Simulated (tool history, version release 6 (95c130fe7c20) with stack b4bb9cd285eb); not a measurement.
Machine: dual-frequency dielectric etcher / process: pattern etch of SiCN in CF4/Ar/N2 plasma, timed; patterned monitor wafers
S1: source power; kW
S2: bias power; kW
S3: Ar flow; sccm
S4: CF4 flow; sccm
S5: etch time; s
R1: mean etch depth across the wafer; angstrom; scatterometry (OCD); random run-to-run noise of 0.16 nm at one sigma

run    day    S1     S2  S3  S4    S5      R1
  1      0  0.53  0.068  84  50    53  555.01
  2    0.2  0.53  0.068  72  50    53  565.28
  3  0.233  0.53  0.068  72  50    53  563.06
  4  0.583  0.53  0.068  72  45    53  556.98
  5  0.792   0.5  0.066  73  44  52.5  505.75
  6  1.083  0.54  0.066  73  44  52.5  549.52
  7  1.117   0.5  0.065  73  44  52.5  500.68

For run 8, what comes out?
  8  1.438  0.47  0.065  73  44  52.5   ?

{"run 8": {"R1": 470.88}}
